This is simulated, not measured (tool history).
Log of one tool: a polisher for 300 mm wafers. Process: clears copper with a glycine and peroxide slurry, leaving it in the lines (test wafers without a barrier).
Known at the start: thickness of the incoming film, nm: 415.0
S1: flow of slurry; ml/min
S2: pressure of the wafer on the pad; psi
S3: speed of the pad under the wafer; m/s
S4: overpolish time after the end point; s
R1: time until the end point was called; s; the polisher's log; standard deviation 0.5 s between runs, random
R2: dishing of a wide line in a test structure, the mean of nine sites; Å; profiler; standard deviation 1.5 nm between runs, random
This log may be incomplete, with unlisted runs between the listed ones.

run	hour	S1	S2	S3	S4	R1	R2
1	0	300	3.2	0.78	26	78.695	674.3
2	7.9	300	3.2	0.78	30	79.172	733.84
3	16	300	3.7	0.78	32	71.462	792.23
4	23.8	300	4.1	0.8	35	64.989	904.92
5	28.4	300	4.4	0.8	36	62.163	945.78
6	35.2	260	4.4	0.8	36	63.307	911.57
7	44	295	4.6	0.8	36	60.092	935.16
8	49.1	295	4.6	0.8	36	58.975	954.54

Expected results for the next run?
9	57.7	300	5	0.8	38	?	?

{"run 9": {"R1": 56.319, "R2": 991.52}}
